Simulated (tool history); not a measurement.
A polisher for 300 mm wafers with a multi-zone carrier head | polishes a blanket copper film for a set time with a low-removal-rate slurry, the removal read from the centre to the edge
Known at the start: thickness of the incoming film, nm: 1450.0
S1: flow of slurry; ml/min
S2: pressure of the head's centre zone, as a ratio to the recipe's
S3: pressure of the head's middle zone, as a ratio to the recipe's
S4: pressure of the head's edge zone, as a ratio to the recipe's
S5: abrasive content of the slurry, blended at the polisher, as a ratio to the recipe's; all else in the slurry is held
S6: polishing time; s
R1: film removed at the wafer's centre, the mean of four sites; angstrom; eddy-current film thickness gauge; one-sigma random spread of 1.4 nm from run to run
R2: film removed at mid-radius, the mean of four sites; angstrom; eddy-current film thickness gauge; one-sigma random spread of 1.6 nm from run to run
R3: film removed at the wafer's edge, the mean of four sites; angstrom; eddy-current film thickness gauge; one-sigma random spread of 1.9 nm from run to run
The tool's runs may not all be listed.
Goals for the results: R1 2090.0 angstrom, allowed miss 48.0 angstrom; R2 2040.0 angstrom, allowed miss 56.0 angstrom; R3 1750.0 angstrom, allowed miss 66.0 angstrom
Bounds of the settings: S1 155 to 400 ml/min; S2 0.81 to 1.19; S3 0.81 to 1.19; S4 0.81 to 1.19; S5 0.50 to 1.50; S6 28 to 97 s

run,hour,S1,S2,S3,S4,S5,S6,R1,R2,R3
1,0.0,255,1.00,1.00,1.00,1.00,62,2591.9,2382.6,2370.9
2,1.3,255,1.00,1.00,0.92,1.00,62,2585.5,2395.8,2263.4
3,7.9,255,1.00,1.01,0.90,0.90,61,2467.1,2321.0,2149.8
4,12.2,255,1.00,1.01,0.90,1.05,61,2599.4,2361.7,2245.8
5,14.9,255,1.00,1.01,0.89,0.95,60,2452.5,2296.7,2134.3
6,18.8,305,1.00,1.01,0.89,0.95,60,2535.4,2327.1,2168.9
7,21.4,300,1.00,1.01,0.88,0.90,59,2452.7,2279.3,2086.2
8,30.2,295,1.00,1.01,0.87,0.85,59,2400.5,2260.7,2050.7
9,34.3,290,1.00,1.01,0.86,0.80,59,2349.3,2228.4,2000.5
10,37.4,285,1.00,1.01,0.85,0.75,59,2308.0,2175.3,1964.0
11,44.1,280,1.00,1.01,0.84,0.70,59,2269.8,2124.8,1904.4
12,48.1,270,1.00,1.02,0.83,0.70,59,2297.4,2175.7,1898.3
13,49.2,265,1.00,1.02,0.83,0.65,59,2235.7,2095.3,1891.6
14,55.9,270,1.00,1.03,0.83,0.60,59,2182.2,2057.9,1846.9
15,64.5,270,1.00,1.04,0.83,0.60,59,2195.9,2120.7,1847.2
16,66.1,265,1.00,1.04,0.83,0.60,59,2196.0,2068.4,1826.2
17,74.0,260,1.00,1.05,0.83,0.60,59,2166.9,2108.4,1841.6
18,80.1,255,1.00,1.05,0.83,0.60,59,2187.6,2103.9,1849.9

Exercise: of the 4 proposed moves below, exactly one satisfies all targets within the stated allowed misses. Which move is it?
A,86.2,205,0.93,0.98,0.82,0.50,65,?,?,?
B,86.2,200,1.00,1.06,0.81,0.50,61,?,?,?
C,86.2,170,0.99,1.00,0.83,0.55,60,?,?,?
D,86.2,240,0.98,1.05,0.89,0.50,61,?,?,?

move,R1,R2,R3
A,2039.1,2015.0,1932.6
B,2049.7,2010.0,1796.6
C,1970.9,1867.0,1786.7
D,2070.6,2049.4,1912.5
A: moves the result that the last run missed by most past its target, out the other side
B: hits every target within its allowed miss
C: moves the result that the last run missed by most past its target, out the other side
D: the worst result of the last run now meets its target, but another is out of spec
Go with B: it meets all targets.
